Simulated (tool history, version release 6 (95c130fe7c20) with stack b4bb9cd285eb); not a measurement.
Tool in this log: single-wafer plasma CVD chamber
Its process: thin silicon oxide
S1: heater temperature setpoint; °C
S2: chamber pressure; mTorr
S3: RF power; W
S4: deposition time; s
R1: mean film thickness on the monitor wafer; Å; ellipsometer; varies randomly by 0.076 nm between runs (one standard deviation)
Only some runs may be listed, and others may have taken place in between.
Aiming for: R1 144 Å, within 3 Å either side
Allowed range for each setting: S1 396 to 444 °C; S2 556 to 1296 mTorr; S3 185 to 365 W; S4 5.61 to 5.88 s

run    day   S1    S2   S3    S4      R1
  1      0  420   926  275  5.88  118.29
  2  0.308  420   963  275  5.88  122.71
  3  0.342  420   800  275  5.88  102.86
  4  0.592  420   852  275  5.88   109.2
  5  0.662  420   852  310  5.88  115.11
  6    0.7  420   936  310  5.88  126.05
  7  1.017  420   957  310  5.88  128.11
  8  1.046  420   976  310  5.88  132.59
  9  1.117  420   988  310  5.88  131.61
 10  1.204  420  1003  310  5.88  133.24
 11  1.229  420  1016  310  5.88  135.07
 12  1.546  420  1027  310  5.88  137.03
 13   1.85  420  1035  310  5.88  137.57
 14  1.938  420  1043  310  5.88  137.84
 15  1.979  420  1051  310  5.88  138.34

Which one of the following 5 next-run settings gets every result inside its allowed miss? There is exactly one.
  A  2.021  413  1050  365  5.88   ?
  B  2.021  420  1125  345  5.88   ?
  C  2.021  409  1118  335  5.88   ?
  D  2.021  409  1175  270  5.88   ?
  E  2.021  423  1098  340  5.88   ?

move      R1
   A  149.35
   B  153.05
   C  151.73
   D  143.12
   E  149.07
A: carries the result that was furthest off beyond its target, to the other side
B: carries the result that was furthest off beyond its target, to the other side
C: carries the result that was furthest off beyond its target, to the other side
D: each result inside its tolerance
E: carries the result that was furthest off beyond its target, to the other side
Answer: D
